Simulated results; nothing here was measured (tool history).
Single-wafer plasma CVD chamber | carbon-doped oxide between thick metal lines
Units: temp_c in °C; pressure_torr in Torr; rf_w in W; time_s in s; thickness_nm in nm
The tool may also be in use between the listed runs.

run,hour,temp_c,pressure_torr,rf_w,time_s,thickness_nm
1,0.0,335,4.54,615,113,703.55
2,8.8,335,5.30,615,113,710.54
3,12.8,335,5.30,615,113,711.79
4,16.2,340,5.03,605,113,697.70
5,21.4,342,4.75,585,113,670.07
6,25.1,345,4.64,585,113,661.10
# hour 29.2: thermocouple changed; heater temperature recalibrated
7,29.2,347,4.58,585,113,668.12

The next listed run, before its measurement:
8,34.0,348,4.38,580,113,?

Run 8 gave thickness_nm 657.54 nm.
